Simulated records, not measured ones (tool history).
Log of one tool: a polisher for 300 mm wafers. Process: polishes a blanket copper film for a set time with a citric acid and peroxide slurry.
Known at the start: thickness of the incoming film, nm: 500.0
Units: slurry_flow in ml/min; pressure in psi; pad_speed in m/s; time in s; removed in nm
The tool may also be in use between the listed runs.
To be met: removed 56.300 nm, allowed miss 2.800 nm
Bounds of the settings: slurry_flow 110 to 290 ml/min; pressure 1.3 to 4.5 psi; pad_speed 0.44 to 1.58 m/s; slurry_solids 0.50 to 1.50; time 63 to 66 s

Run 1, hour 0.0: slurry_flow 185 ml/min, pressure 2.9 psi, pad_speed 1.00 m/s, slurry_solids 1.00, time 63 s. Result: removed 105.990 nm.
Run 2, hour 8.4: slurry_flow 185 ml/min, pressure 2.9 psi, pad_speed 1.00 m/s, slurry_solids 1.00, time 66 s. Result: removed 107.470 nm.
Run 3, hour 9.7: slurry_flow 185 ml/min, pressure 2.9 psi, pad_speed 1.00 m/s, slurry_solids 1.00, time 66 s. Result: removed 110.300 nm.
Run 4, hour 10.5: slurry_flow 185 ml/min, pressure 2.9 psi, pad_speed 1.00 m/s, slurry_solids 1.00, time 66 s. Result: removed 109.500 nm.
Run 5, hour 14.6: slurry_flow 185 ml/min, pressure 2.9 psi, pad_speed 1.00 m/s, slurry_solids 1.00, time 63 s. Result: removed 103.780 nm.
Run 6, hour 15.5: slurry_flow 185 ml/min, pressure 2.7 psi, pad_speed 0.98 m/s, slurry_solids 1.00, time 63 s. Result: removed 99.077 nm.
Run 7, hour 19.9: slurry_flow 185 ml/min, pressure 2.5 psi, pad_speed 0.94 m/s, slurry_solids 1.00, time 63 s. Result: removed 86.382 nm.
Run 8, hour 20.6: slurry_flow 185 ml/min, pressure 2.3 psi, pad_speed 0.94 m/s, slurry_solids 1.00, time 63 s. Result: removed 81.655 nm.
Run 9, hour 28.6: slurry_flow 185 ml/min, pressure 2.1 psi, pad_speed 0.94 m/s, slurry_solids 1.00, time 63 s. Result: removed 74.264 nm.
Run 10, hour 35.8: slurry_flow 185 ml/min, pressure 2.0 psi, pad_speed 0.94 m/s, slurry_solids 1.00, time 63 s. Result: removed 69.424 nm.
Run 11, hour 40.4: slurry_flow 185 ml/min, pressure 1.9 psi, pad_speed 0.94 m/s, slurry_solids 1.00, time 63 s. Result: removed 67.318 nm.
Run 12, hour 49.3: slurry_flow 185 ml/min, pressure 1.9 psi, pad_speed 0.94 m/s, slurry_solids 1.00, time 63 s. Result: removed 65.186 nm.
Run 13, hour 55.1: slurry_flow 185 ml/min, pressure 1.7 psi, pad_speed 0.94 m/s, slurry_solids 1.00, time 63 s. Result: removed 58.235 nm.

Which of these 5 next moves meets every target?
Run A, hour 60.9: slurry_flow 220 ml/min, pressure 1.5 psi, pad_speed 1.16 m/s, slurry_solids 1.25, time 66 s. Result: removed ?.
Run B, hour 60.9: slurry_flow 130 ml/min, pressure 1.4 psi, pad_speed 1.30 m/s, slurry_solids 0.90, time 63 s. Result: removed ?.
Run C, hour 60.9: slurry_flow 170 ml/min, pressure 1.6 psi, pad_speed 1.12 m/s, slurry_solids 0.95, time 64 s. Result: removed ?.
Run D, hour 60.9: slurry_flow 160 ml/min, pressure 2.0 psi, pad_speed 0.76 m/s, slurry_solids 1.05, time 66 s. Result: removed ?.
Run E, hour 60.9: slurry_flow 165 ml/min, pressure 2.0 psi, pad_speed 0.84 m/s, slurry_solids 1.20, time 65 s. Result: removed ?.

move  removed
   A   65.906
   B   55.194
   C   61.681
   D   63.433
   E   67.430
A: further off than the last run
B: meets every target
C: further off than the last run
D: further off than the last run
E: further off than the last run
The right move is B.
